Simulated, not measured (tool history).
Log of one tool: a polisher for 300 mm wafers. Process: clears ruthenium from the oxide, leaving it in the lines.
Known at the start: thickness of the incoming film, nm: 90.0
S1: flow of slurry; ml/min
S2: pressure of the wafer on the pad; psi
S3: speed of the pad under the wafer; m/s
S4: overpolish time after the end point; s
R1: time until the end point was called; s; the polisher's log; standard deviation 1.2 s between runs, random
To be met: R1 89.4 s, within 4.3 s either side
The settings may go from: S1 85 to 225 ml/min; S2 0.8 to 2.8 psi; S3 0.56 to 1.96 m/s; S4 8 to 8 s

Run 1, hour 0: S1 145 ml/min, S2 1.8 psi, S3 1.26 m/s, S4 8 s. Result: R1 59.336 s.
Run 2, hour 5.4: S1 145 ml/min, S2 2.1 psi, S3 1.26 m/s, S4 8 s. Result: R1 52.526 s.
Run 3, hour 11.7: S1 145 ml/min, S2 2.1 psi, S3 1.26 m/s, S4 8 s. Result: R1 50.65 s.
Run 4, hour 19.4: S1 145 ml/min, S2 1.9 psi, S3 1.24 m/s, S4 8 s. Result: R1 56.913 s.
Run 5, hour 25.9: S1 120 ml/min, S2 1.9 psi, S3 1.24 m/s, S4 8 s. Result: R1 59.556 s.
Run 6, hour 30.9: S1 145 ml/min, S2 1.9 psi, S3 1.24 m/s, S4 8 s. Result: R1 56.388 s.
Run 7, hour 33.4: S1 120 ml/min, S2 1.4 psi, S3 1.18 m/s, S4 8 s. Result: R1 82.022 s.
Run 8, hour 41.8: S1 115 ml/min, S2 1.2 psi, S3 1.18 m/s, S4 8 s. Result: R1 96.348 s.

4 candidate next runs follow, results not yet known. Just one meets every target within its allowed miss. Identify it.
Run A, hour 50.2: S1 110 ml/min, S2 1.3 psi, S3 1.04 m/s, S4 8 s. Result: R1 ?.
Run B, hour 50.2: S1 120 ml/min, S2 1 psi, S3 1.28 m/s, S4 8 s. Result: R1 ?.
Run C, hour 50.2: S1 135 ml/min, S2 1.2 psi, S3 0.96 m/s, S4 8 s. Result: R1 ?.
Run D, hour 50.2: S1 130 ml/min, S2 1.2 psi, S3 1.28 m/s, S4 8 s. Result: R1 ?.

move      R1
   A  96.841
   B  107.41
   C  104.85
   D  88.814
A: misses by more than the last run did
B: misses by more than the last run did
C: misses by more than the last run did
D: each result inside its tolerance
Go with D: it meets all targets.
